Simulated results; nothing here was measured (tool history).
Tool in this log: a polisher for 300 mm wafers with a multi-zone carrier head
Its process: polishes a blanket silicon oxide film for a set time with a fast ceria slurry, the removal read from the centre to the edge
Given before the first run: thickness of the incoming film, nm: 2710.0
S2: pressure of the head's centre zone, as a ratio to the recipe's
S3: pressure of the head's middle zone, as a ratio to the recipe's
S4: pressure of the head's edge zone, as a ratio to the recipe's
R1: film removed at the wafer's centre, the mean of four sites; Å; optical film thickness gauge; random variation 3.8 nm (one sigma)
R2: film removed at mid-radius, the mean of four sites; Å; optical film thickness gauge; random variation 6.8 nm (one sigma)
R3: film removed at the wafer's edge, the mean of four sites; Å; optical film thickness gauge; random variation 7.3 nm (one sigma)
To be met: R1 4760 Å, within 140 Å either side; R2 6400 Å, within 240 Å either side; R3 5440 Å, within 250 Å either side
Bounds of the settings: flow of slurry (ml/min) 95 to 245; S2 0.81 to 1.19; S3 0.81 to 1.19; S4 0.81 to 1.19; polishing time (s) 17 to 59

{"run": 1, "hour": 0.0, "flow of slurry (ml/min)": 155, "S2": 1, "S3": 1, "S4": 1, "polishing time (s)": 38, "R1": 4338.6, "R2": 4282.2, "R3": 4410.3}
{"run": 2, "hour": 0.8, "flow of slurry (ml/min)": 155, "S2": 1, "S3": 0.96, "S4": 1, "polishing time (s)": 38, "R1": 4322.4, "R2": 4196.5, "R3": 4397}
{"run": 3, "hour": 7.6, "flow of slurry (ml/min)": 135, "S2": 1, "S3": 0.96, "S4": 1, "polishing time (s)": 38, "R1": 4144, "R2": 4087.6, "R3": 4314.8}
{"run": 4, "hour": 13.7, "flow of slurry (ml/min)": 120, "S2": 1, "S3": 0.96, "S4": 1, "polishing time (s)": 38, "R1": 3972.6, "R2": 3832.4, "R3": 4107.2}
{"run": 5, "hour": 16.8, "flow of slurry (ml/min)": 140, "S2": 0.97, "S3": 1, "S4": 1, "polishing time (s)": 38, "R1": 4009, "R2": 4222.1, "R3": 4391}
{"run": 6, "hour": 21.3, "flow of slurry (ml/min)": 155, "S2": 0.96, "S3": 1.03, "S4": 0.98, "polishing time (s)": 38, "R1": 4214.5, "R2": 4500.7, "R3": 4423.4}
{"run": 7, "hour": 24.2, "flow of slurry (ml/min)": 170, "S2": 0.94, "S3": 1.06, "S4": 0.98, "polishing time (s)": 38, "R1": 4201.9, "R2": 4642.3, "R3": 4501.9}
{"run": 8, "hour": 32.8, "flow of slurry (ml/min)": 180, "S2": 0.92, "S3": 1.08, "S4": 0.97, "polishing time (s)": 39, "R1": 4241.6, "R2": 4957.2, "R3": 4500.7}
{"hour": 34.2, "done": "slurry nozzle cleaned"}
{"run": 9, "hour": 34.2, "flow of slurry (ml/min)": 185, "S2": 0.91, "S3": 1.1, "S4": 0.99, "polishing time (s)": 40, "R1": 4580.8, "R2": 5459.2, "R3": 4933.1}
{"run": 10, "hour": 40.1, "flow of slurry (ml/min)": 190, "S2": 0.9, "S3": 1.11, "S4": 1, "polishing time (s)": 40, "R1": 4527.8, "R2": 5432.3, "R3": 4894.1}
{"run": 11, "hour": 42.0, "flow of slurry (ml/min)": 195, "S2": 0.89, "S3": 1.12, "S4": 1.01, "polishing time (s)": 40, "R1": 4555.2, "R2": 5484.7, "R3": 5039.2}

Which one of the following 4 next-run settings gets every result inside its allowed miss? There is exactly one.
{"run": "A", "hour": 43.9, "flow of slurry (ml/min)": 180, "S2": 0.93, "S3": 0.87, "S4": 1.19, "polishing time (s)": 41, "R1": "?", "R2": "?", "R3": "?"}
{"run": "B", "hour": 43.9, "flow of slurry (ml/min)": 210, "S2": 0.91, "S3": 0.95, "S4": 1.19, "polishing time (s)": 37, "R1": "?", "R2": "?", "R3": "?"}
{"run": "C", "hour": 43.9, "flow of slurry (ml/min)": 205, "S2": 0.82, "S3": 1.13, "S4": 0.92, "polishing time (s)": 45, "R1": "?", "R2": "?", "R3": "?"}
{"run": "D", "hour": 43.9, "flow of slurry (ml/min)": 175, "S2": 0.85, "S3": 1.04, "S4": 1.11, "polishing time (s)": 40, "R1": "?", "R2": "?", "R3": "?"}

move=A R1=4687.4 R2=4617.5 R3=5555.3
move=B R1=4254.2 R2=4593 R3=5098.1
move=C R1=4645.6 R2=6455.5 R3=5432.9
move=D R1=4158.5 R2=5208.5 R3=5197.9
A: further off than the last run
B: further off than the last run
C: every result lands within tolerance
D: further off than the last run
The right move is C.
